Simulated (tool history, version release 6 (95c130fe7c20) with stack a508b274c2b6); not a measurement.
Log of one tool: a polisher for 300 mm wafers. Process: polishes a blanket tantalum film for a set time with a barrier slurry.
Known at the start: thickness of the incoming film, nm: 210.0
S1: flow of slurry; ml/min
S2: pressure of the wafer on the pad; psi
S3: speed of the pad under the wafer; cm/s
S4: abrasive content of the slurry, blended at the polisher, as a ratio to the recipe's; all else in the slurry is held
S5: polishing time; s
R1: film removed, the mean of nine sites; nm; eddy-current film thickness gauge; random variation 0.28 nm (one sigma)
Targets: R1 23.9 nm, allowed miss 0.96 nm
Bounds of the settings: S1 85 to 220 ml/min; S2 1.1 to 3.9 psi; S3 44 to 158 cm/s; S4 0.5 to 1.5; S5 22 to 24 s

{"run": 1, "hour": 0.0, "S1": 140, "S2": 2.5, "S3": 100, "S4": 1, "S5": 24, "R1": 45.595}
{"run": 2, "hour": 6.4, "S1": 135, "S2": 2.1, "S3": 98, "S4": 1, "S5": 24, "R1": 37.016}
{"run": 3, "hour": 7.1, "S1": 130, "S2": 1.9, "S3": 98, "S4": 1, "S5": 24, "R1": 33.856}
{"run": 4, "hour": 11.1, "S1": 95, "S2": 1.9, "S3": 98, "S4": 1, "S5": 24, "R1": 31.063}
{"run": 5, "hour": 13.7, "S1": 95, "S2": 1.8, "S3": 98, "S4": 1, "S5": 24, "R1": 29.145}
{"run": 6, "hour": 17.2, "S1": 95, "S2": 1.8, "S3": 106, "S4": 1, "S5": 24, "R1": 31.905}
{"run": 7, "hour": 19.2, "S1": 95, "S2": 1.6, "S3": 106, "S4": 1, "S5": 24, "R1": 28.612}
{"run": 8, "hour": 20.8, "S1": 95, "S2": 1.5, "S3": 106, "S4": 1, "S5": 24, "R1": 26.989}
{"run": 9, "hour": 23.8, "S1": 95, "S2": 1.2, "S3": 106, "S4": 1, "S5": 24, "R1": 22.003}
{"run": 10, "hour": 30.5, "S1": 100, "S2": 1.2, "S3": 106, "S4": 1, "S5": 24, "R1": 22.193}
{"run": 11, "hour": 31.4, "S1": 105, "S2": 1.2, "S3": 106, "S4": 1, "S5": 24, "R1": 21.907}

Which of these 4 next moves meets every target?
{"run": "A", "hour": 32.3, "S1": 100, "S2": 1.6, "S3": 88, "S4": 1, "S5": 23, "R1": "?"}
{"run": "B", "hour": 32.3, "S1": 90, "S2": 1.3, "S3": 104, "S4": 1.15, "S5": 22, "R1": "?"}
{"run": "C", "hour": 32.3, "S1": 85, "S2": 1.2, "S3": 106, "S4": 1.1, "S5": 22, "R1": "?"}
{"run": "D", "hour": 32.3, "S1": 120, "S2": 1.2, "S3": 102, "S4": 1, "S5": 23, "R1": "?"}

move=A R1=23.407
move=B R1=21.065
move=C R1=19.286
move=D R1=21.18
A: meets every target
B: further off than the last run
C: further off than the last run
D: further off than the last run
Move A is the one to make.
